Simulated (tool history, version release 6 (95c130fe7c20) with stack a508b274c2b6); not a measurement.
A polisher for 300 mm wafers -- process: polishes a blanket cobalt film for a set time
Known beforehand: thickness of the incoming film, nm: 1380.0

run,hour,flow of slurry (ml/min),pressure of the wafer on the pad (kPa),speed of the pad under the wafer (m/s),polishing time (s),film removed (angstrom)
1,0,170,13.8,1.3,23,1276.6
2,5.3,170,13.8,1.3,23,1256.4
3,7.6,130,13.8,1.3,23,1215.1
4,10.3,125,13.8,1.3,23,1203.2
5,18.4,165,13.8,1.3,23,1259.4
6,26.9,185,13.8,1.3,23,1273.3
7,28.7,175,13.1,1.3,23,1210.1

Expected results for the next run?
8,35.7,165,13.1,1.3,23,?

film removed (angstrom): 1200.3

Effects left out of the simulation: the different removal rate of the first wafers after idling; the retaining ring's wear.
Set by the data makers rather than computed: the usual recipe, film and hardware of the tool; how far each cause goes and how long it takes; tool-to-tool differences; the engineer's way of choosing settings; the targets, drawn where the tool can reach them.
